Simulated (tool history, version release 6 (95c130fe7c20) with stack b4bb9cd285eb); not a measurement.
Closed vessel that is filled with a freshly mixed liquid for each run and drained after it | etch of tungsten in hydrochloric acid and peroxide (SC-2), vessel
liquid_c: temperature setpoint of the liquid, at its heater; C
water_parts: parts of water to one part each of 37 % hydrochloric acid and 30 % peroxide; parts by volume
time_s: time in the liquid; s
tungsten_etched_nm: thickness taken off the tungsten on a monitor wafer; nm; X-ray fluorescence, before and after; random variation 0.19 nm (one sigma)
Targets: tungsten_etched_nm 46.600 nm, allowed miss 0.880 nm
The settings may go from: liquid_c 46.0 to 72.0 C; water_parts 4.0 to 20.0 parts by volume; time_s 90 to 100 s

run 1 hour=0.0 | liquid_c=62.0 water_parts=11.0 time_s=90 | tungsten_etched_nm=21.794
run 2 hour=2.1 | liquid_c=62.0 water_parts=9.0 time_s=90 | tungsten_etched_nm=25.806
run 3 hour=10.4 | liquid_c=62.0 water_parts=7.0 time_s=90 | tungsten_etched_nm=31.605
run 4 hour=18.1 | liquid_c=59.5 water_parts=7.0 time_s=90 | tungsten_etched_nm=26.919
run 5 hour=21.4 | liquid_c=53.0 water_parts=7.0 time_s=90 | tungsten_etched_nm=17.607
run 6 hour=26.8 | liquid_c=47.5 water_parts=7.0 time_s=90 | tungsten_etched_nm=12.326
run 7 hour=29.1 | liquid_c=50.5 water_parts=7.0 time_s=90 | tungsten_etched_nm=15.066
run 8 hour=34.9 | liquid_c=53.0 water_parts=7.0 time_s=90 | tungsten_etched_nm=17.759
run 9 hour=39.7 | liquid_c=55.5 water_parts=7.0 time_s=90 | tungsten_etched_nm=20.738
run 10 hour=48.7 | liquid_c=63.5 water_parts=7.0 time_s=90 | tungsten_etched_nm=34.383
run 11 hour=50.2 | liquid_c=64.0 water_parts=7.0 time_s=90 | tungsten_etched_nm=35.622
run 12 hour=55.1 | liquid_c=69.0 water_parts=7.0 time_s=90 | tungsten_etched_nm=48.579

Which of these 4 next moves meets every target?
run A hour=60.0 | liquid_c=68.5 water_parts=7.5 time_s=95 | tungsten_etched_nm=?
run B hour=60.0 | liquid_c=69.0 water_parts=6.5 time_s=90 | tungsten_etched_nm=?
run C hour=60.0 | liquid_c=65.0 water_parts=5.0 time_s=90 | tungsten_etched_nm=?
run D hour=60.0 | liquid_c=63.5 water_parts=4.5 time_s=95 | tungsten_etched_nm=?

move=A tungsten_etched_nm=46.947
move=B tungsten_etched_nm=51.211
move=C tungsten_etched_nm=48.881
move=D tungsten_etched_nm=50.695
A: meets every target
B: further off than the last run
C: further off than the last run
D: further off than the last run
Move A is the one to make.

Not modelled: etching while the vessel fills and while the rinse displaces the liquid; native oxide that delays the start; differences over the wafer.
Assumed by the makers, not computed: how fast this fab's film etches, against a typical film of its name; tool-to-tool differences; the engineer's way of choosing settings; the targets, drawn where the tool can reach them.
